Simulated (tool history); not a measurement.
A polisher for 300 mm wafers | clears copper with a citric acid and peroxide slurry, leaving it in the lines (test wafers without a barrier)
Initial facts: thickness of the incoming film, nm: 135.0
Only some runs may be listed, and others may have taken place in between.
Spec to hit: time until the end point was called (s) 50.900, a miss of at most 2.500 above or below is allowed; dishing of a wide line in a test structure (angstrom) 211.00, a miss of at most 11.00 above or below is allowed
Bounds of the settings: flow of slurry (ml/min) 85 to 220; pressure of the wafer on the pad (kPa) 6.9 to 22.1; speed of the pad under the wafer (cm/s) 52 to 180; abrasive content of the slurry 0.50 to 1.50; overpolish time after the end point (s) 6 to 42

| run | hour | flow of slurry (ml/min) | pressure of the wafer on the pad (kPa) | speed of the pad under the wafer (cm/s) | abrasive content of the slurry | overpolish time after the end point (s) | time until the end point was called (s) | dishing of a wide line in a test structure (angstrom) |
|---|---|---|---|---|---|---|---|---|
| 1 | 0.0 | 140 | 14.5 | 116 | 1.00 | 21 | 81.440 | 239.16 |
| 2 | 2.8 | 140 | 14.5 | 116 | 0.80 | 21 | 84.388 | 232.05 |
| 3 | 6.4 | 145 | 15.9 | 116 | 0.80 | 19 | 77.204 | 233.38 |
| 4 | 13.2 | 150 | 16.5 | 116 | 0.80 | 17 | 74.619 | 218.46 |
| 5 | 20.5 | 150 | 16.5 | 100 | 0.80 | 17 | 84.897 | 196.79 |
| 6 | 27.4 | 155 | 17.2 | 104 | 0.80 | 15 | 79.518 | 185.02 |
| 7 | 28.1 | 160 | 17.9 | 108 | 0.80 | 14 | 73.329 | 184.87 |
| 8 | 34.8 | 160 | 18.6 | 110 | 0.80 | 14 | 69.774 | 196.21 |
| 9 | 37.8 | 160 | 19.3 | 112 | 0.80 | 13 | 65.611 | 194.29 |
| 10 | 44.9 | 160 | 20.0 | 114 | 0.80 | 13 | 62.700 | 204.33 |
| 11 | 50.2 | 180 | 22.1 | 122 | 0.80 | 8 | 52.968 | 148.69 |
| 12 | 54.3 | 140 | 20.7 | 138 | 0.85 | 10 | 51.077 | 186.15 |
| 13 | 59.4 | 135 | 20.7 | 138 | 0.85 | 10 | 52.572 | 186.26 |

Exactly one of the 4 candidate moves below puts every result within its allowed miss. Which one?
| A | 64.5 | 140 | 19.3 | 134 | 0.70 | 11 | ? | ? |
| B | 64.5 | 120 | 19.3 | 150 | 0.95 | 13 | ? | ? |
| C | 64.5 | 165 | 20.0 | 160 | 0.75 | 11 | ? | ? |
| D | 64.5 | 175 | 20.0 | 148 | 0.65 | 11 | ? | ? |

| move | time until the end point was called (s) | dishing of a wide line in a test structure (angstrom) |
|---|---|---|
| A | 58.442 | 188.41 |
| B | 50.407 | 248.99 |
| C | 45.778 | 234.25 |
| D | 50.443 | 215.05 |
A: further off than the last run
B: takes the biggest miss from the last run beyond its target
C: takes the biggest miss from the last run beyond its target
D: each result inside its tolerance
Answer: D

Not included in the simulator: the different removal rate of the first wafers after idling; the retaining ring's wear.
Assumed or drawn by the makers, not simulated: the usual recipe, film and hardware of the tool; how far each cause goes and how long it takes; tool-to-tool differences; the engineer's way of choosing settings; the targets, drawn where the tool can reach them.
